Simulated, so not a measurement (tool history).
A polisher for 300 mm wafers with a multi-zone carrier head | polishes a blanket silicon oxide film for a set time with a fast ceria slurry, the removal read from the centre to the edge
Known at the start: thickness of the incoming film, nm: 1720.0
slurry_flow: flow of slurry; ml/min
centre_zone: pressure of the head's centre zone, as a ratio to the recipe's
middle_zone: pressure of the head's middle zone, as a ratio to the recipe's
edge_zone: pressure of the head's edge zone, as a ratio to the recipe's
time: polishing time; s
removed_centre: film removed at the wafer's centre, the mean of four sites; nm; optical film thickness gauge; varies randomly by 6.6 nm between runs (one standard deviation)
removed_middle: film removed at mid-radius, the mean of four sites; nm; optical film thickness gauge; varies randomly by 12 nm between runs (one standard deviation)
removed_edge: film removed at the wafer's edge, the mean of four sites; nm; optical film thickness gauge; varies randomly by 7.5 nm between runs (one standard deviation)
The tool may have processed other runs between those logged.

{"run": 1, "hour": 0.0, "slurry_flow": 125, "centre_zone": 1.0, "middle_zone": 1.0, "edge_zone": 1.0, "time": 42, "removed_centre": 636.6, "removed_middle": 638.54, "removed_edge": 632.09}
{"run": 2, "hour": 8.1, "slurry_flow": 125, "centre_zone": 1.0, "middle_zone": 1.0, "edge_zone": 1.05, "time": 42, "removed_centre": 634.45, "removed_middle": 643.12, "removed_edge": 652.66}
{"run": 3, "hour": 9.7, "slurry_flow": 130, "centre_zone": 1.01, "middle_zone": 1.02, "edge_zone": 1.06, "time": 43, "removed_centre": 656.25, "removed_middle": 677.19, "removed_edge": 672.06}
{"run": 4, "hour": 16.6, "slurry_flow": 130, "centre_zone": 1.01, "middle_zone": 1.07, "edge_zone": 1.06, "time": 43, "removed_centre": 660.76, "removed_middle": 707.2, "removed_edge": 660.1}
{"run": 5, "hour": 25.0, "slurry_flow": 130, "centre_zone": 1.01, "middle_zone": 0.99, "edge_zone": 1.06, "time": 43, "removed_centre": 660.03, "removed_middle": 662.61, "removed_edge": 677.82}
{"run": 6, "hour": 27.1, "slurry_flow": 135, "centre_zone": 1.02, "middle_zone": 1.0, "edge_zone": 1.07, "time": 44, "removed_centre": 683.06, "removed_middle": 686.4, "removed_edge": 688.58}

Forecast run 7:
{"run": 7, "hour": 31.8, "slurry_flow": 135, "centre_zone": 1.02, "middle_zone": 1.01, "edge_zone": 1.08, "time": 45, "removed_centre": "?", "removed_middle": "?", "removed_edge": "?"}

For run 7 the tool returned removed_centre 708.72 nm, removed_middle 710.37 nm, removed_edge 710.54 nm.

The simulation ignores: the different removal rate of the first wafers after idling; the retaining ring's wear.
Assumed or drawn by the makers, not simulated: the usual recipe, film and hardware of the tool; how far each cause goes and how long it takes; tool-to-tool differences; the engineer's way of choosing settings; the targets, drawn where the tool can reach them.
